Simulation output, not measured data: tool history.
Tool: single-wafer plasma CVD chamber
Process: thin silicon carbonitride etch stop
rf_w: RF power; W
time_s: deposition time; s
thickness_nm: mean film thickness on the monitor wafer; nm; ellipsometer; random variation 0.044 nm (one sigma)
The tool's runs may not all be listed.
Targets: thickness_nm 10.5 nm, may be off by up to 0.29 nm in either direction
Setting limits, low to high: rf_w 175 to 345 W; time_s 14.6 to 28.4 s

| run | hour | rf_w | time_s | thickness_nm |
|---|---|---|---|---|
| 1 | 0 | 260 | 21.5 | 12.848 |
| 2 | 5.7 | 275 | 21.5 | 13.159 |
| 3 | 11.6 | 275 | 20.2 | 12.295 |
| 4 | 17.5 | 260 | 19.5 | 11.615 |
| 5 | 23.4 | 260 | 20.6 | 12.269 |
| 6 | 25.1 | 280 | 20.6 | 12.66 |
| 7 | 29.2 | 260 | 20 | 11.958 |
| 8 | 33.4 | 245 | 19.5 | 11.412 |
| 9 | 37.6 | 235 | 19.2 | 11.039 |

Next run, 4 choices. One meets every target within its allowed miss, the rest don't. Which?
| A | 41.8 | 265 | 18.9 | ? |
| B | 41.8 | 270 | 17.5 | ? |
| C | 41.8 | 215 | 17.8 | ? |
| D | 41.8 | 210 | 17.5 | ? |

| move | thickness_nm |
|---|---|
| A | 11.354 |
| B | 10.588 |
| C | 9.8535 |
| D | 9.5952 |
A: the biggest miss grows against the last run
B: hits every target within its allowed miss
C: moves the result that the last run missed by most past its target, out the other side
D: moves the result that the last run missed by most past its target, out the other side
B is the move that brings every result within its allowed miss.
